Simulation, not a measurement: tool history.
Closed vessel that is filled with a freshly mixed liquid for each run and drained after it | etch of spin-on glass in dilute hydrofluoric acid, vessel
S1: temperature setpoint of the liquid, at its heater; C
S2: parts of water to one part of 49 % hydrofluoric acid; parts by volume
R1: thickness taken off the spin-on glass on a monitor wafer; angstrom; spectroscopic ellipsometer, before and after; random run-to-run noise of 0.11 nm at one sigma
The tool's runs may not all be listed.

{"run": 1, "hour": 0.0, "S1": 25, "S2": 130, "time in the liquid (s)": 35, "R1": 84.063}
{"run": 2, "hour": 1.2, "S1": 26.5, "S2": 130, "time in the liquid (s)": 35, "R1": 89.027}
{"run": 3, "hour": 6.7, "S1": 28.5, "S2": 110, "time in the liquid (s)": 35, "R1": 116.79}
{"run": 4, "hour": 12.0, "S1": 31.5, "S2": 110, "time in the liquid (s)": 35, "R1": 129.28}
{"run": 5, "hour": 16.6, "S1": 33, "S2": 110, "time in the liquid (s)": 35, "R1": 136.59}
{"run": 6, "hour": 17.2, "S1": 33, "S2": 100, "time in the liquid (s)": 35, "R1": 154.73}
{"run": 7, "hour": 24.4, "S1": 33, "S2": 90, "time in the liquid (s)": 35, "R1": 173.39}
{"run": 8, "hour": 30.5, "S1": 33, "S2": 85, "time in the liquid (s)": 35, "R1": 184.7}
{"run": 9, "hour": 34.2, "S1": 33, "S2": 80, "time in the liquid (s)": 35, "R1": 198.15}

Run 10 comes next. What will it give?
{"run": 10, "hour": 35.9, "S1": 33, "S2": 75, "time in the liquid (s)": 35, "R1": "?"}

R1: 211.9 angstrom
